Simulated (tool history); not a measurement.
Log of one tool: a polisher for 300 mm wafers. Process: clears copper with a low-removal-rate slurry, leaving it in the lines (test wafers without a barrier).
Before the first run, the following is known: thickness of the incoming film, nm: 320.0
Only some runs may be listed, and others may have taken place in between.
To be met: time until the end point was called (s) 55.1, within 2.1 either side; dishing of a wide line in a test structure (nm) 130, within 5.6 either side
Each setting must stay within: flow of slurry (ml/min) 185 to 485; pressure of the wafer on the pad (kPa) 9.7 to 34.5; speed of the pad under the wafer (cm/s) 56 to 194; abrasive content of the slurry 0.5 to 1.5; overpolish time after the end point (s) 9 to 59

run  hour  flow of slurry (ml/min)  pressure of the wafer on the pad (kPa)  speed of the pad under the wafer (cm/s)  abrasive content of the slurry  overpolish time after the end point (s)  time until the end point was called (s)  dishing of a wide line in a test structure (nm)
  1     0                      310                                    22.1                                      124                               1                                       30                                   86.623                                           72.846
  2   8.6                      310                                    24.8                                      124                               1                                       33                                   77.077                                           86.523
  3   9.2                      310                                    26.9                                      124                               1                                       35                                   70.726                                           94.901
  4    16                      310                                    28.3                                      124                               1                                       37                                   68.067                                           103.34
  5    22                      310                                    29.6                                      124                               1                                       38                                   64.693                                           105.84
  6  26.2                      310                                    29.6                                      124                            1.15                                       38                                   62.028                                           109.33
  7  29.2                      310                                    30.3                                      124                            1.15                                       39                                   61.742                                           111.63
  8  34.1                      310                                      31                                      124                            1.15                                       40                                   60.175                                           115.17

Consider the 5 candidate settings below. Which is the only one whose results all fall within their allowed miss of target?
  A    39                      485                                    34.5                                      140                               1                                       49                                        ?                                                ?
  B    39                      270                                    32.4                                      136                            1.45                                       41                                        ?                                                ?
  C    39                      330                                    33.1                                      138                            1.05                                       54                                        ?                                                ?
  D    39                      400                                    32.4                                      124                            1.25                                       45                                        ?                                                ?
  E    39                      190                                    34.5                                      134                            1.25                                       53                                        ?                                                ?

move  time until the end point was called (s)  dishing of a wide line in a test structure (nm)
   A                                   48.311                                           141.61
   B                                   50.004                                           127.87
   C                                   51.394                                           142.82
   D                                   55.132                                           127.59
   E                                   50.316                                           143.75
A: pushes the last run's worst result past its target
B: corrects the largest miss of the last run, while another result sits out of spec
C: pushes the last run's worst result past its target
D: all results in spec
E: pushes the last run's worst result past its target
D is the move that brings every result within its allowed miss.
